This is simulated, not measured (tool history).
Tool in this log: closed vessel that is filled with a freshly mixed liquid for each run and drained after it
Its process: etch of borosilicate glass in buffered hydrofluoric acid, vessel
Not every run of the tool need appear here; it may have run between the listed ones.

run	hour	temperature setpoint of the liquid (°C)	parts of 40 % ammonium fluoride to one part of 49 % hydrofluoric acid (parts by volume)	time in the liquid (s)	thickness taken off the borosilicate glass on a monitor wafer (nm)
1	0	22	14	85	64.613
2	7.3	22	14	85	65.354
3	10.1	22	14	95	73.394
4	15	22	15.5	95	65.186
5	21.6	23	15	95	70.99
6	28.1	24	14	95	81.447
7	29.1	24.5	13.5	95	84.736
8	37.4	25	13	95	90.024

Run 9 is up next; what results do you expect?
9	38.1	25.5	12.5	95	?

Run 9 measured thickness taken off the borosilicate glass on a monitor wafer (nm) 97.127.
